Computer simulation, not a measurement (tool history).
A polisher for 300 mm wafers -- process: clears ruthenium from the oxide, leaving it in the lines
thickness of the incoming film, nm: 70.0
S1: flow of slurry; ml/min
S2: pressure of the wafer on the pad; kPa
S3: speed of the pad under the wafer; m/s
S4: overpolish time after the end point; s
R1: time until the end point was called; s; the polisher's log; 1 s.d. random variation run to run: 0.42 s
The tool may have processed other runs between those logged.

run	hour	S1	S2	S3	S4	R1
1	0	195	11.7	0.98	5	81.703
2	8.6	195	12.4	0.98	5	78.751
3	17.6	195	13.1	0.98	5	73.934
4	26.5	225	13.1	0.98	5	72.138
5	31.5	225	15.2	0.98	5	62.479
6	32.2	265	15.2	0.98	5	59.373
7	36	265	15.9	0.98	5	58.289
# hour 42.4: slurry nozzle cleaned
8	42.4	270	17.2	1	5	49.055

What does the tool deliver on the next run?
9	44.9	270	17.2	1	5	?

{"run 9": {"R1": 50.059}}

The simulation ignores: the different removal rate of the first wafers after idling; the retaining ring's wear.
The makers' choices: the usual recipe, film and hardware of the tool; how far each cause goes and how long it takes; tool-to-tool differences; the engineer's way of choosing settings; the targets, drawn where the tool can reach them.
